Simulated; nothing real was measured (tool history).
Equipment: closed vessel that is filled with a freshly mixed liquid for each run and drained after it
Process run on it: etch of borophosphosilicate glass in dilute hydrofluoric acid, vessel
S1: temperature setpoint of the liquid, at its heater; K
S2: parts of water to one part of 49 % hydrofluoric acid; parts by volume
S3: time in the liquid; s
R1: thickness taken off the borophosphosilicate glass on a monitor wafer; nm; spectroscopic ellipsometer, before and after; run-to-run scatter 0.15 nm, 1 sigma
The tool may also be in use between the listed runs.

{"run": 1, "hour": 0.0, "S1": 294.15, "S2": 185, "S3": 30, "R1": 11.878}
{"run": 2, "hour": 1.1, "S1": 294.15, "S2": 185, "S3": 30, "R1": 11.888}
{"run": 3, "hour": 9.8, "S1": 296.15, "S2": 160, "S3": 30, "R1": 15.297}
{"run": 4, "hour": 10.5, "S1": 296.15, "S2": 160, "S3": 30, "R1": 15.08}
{"run": 5, "hour": 12.4, "S1": 297.65, "S2": 145, "S3": 30, "R1": 18.088}
{"run": 6, "hour": 17.2, "S1": 295.65, "S2": 145, "S3": 30, "R1": 16.623}
{"run": 7, "hour": 20.3, "S1": 297.15, "S2": 135, "S3": 30, "R1": 19.225}
{"run": 8, "hour": 28.6, "S1": 298.15, "S2": 130, "S3": 30, "R1": 20.819}
{"run": 9, "hour": 36.4, "S1": 299.15, "S2": 125, "S3": 30, "R1": 22.731}
{"run": 10, "hour": 40.9, "S1": 299.15, "S2": 125, "S3": 30, "R1": 22.661}
{"run": 11, "hour": 43.0, "S1": 299.65, "S2": 120, "S3": 30, "R1": 24.128}

Run 12 comes next. What will it give?
{"run": 12, "hour": 44.6, "S1": 300.15, "S2": 115, "S3": 30, "R1": "?"}

R1: 25.856 nm
